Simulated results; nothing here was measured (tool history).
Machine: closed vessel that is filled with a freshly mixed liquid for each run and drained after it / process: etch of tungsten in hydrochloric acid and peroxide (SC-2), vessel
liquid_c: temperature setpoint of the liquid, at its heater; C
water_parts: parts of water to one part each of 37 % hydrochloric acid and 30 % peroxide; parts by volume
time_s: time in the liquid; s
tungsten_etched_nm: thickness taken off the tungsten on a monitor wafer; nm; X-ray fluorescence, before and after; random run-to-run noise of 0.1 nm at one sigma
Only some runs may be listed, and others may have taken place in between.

run,hour,liquid_c,water_parts,time_s,tungsten_etched_nm
1,0.0,48.0,7.5,325,86.878
2,1.6,46.0,8.5,325,68.595
3,6.9,44.0,9.0,325,56.879
4,15.6,41.0,9.0,325,46.496
5,22.8,45.0,9.0,325,60.729
6,28.4,43.5,9.5,325,52.685
7,36.5,42.0,10.0,325,45.317
8,42.3,41.0,10.5,325,40.534
9,43.2,40.0,11.0,325,36.533
10,51.3,39.0,11.5,325,32.785
# hour 54.4: thermometer replaced
11,54.4,38.5,12.0,325,28.310
12,62.5,38.0,12.0,325,27.090
13,71.4,38.0,12.0,325,27.101
14,79.1,37.5,12.0,325,26.227

Expected results for the next run?
15,80.5,37.5,12.0,325,?

tungsten_etched_nm: 26.184 nm

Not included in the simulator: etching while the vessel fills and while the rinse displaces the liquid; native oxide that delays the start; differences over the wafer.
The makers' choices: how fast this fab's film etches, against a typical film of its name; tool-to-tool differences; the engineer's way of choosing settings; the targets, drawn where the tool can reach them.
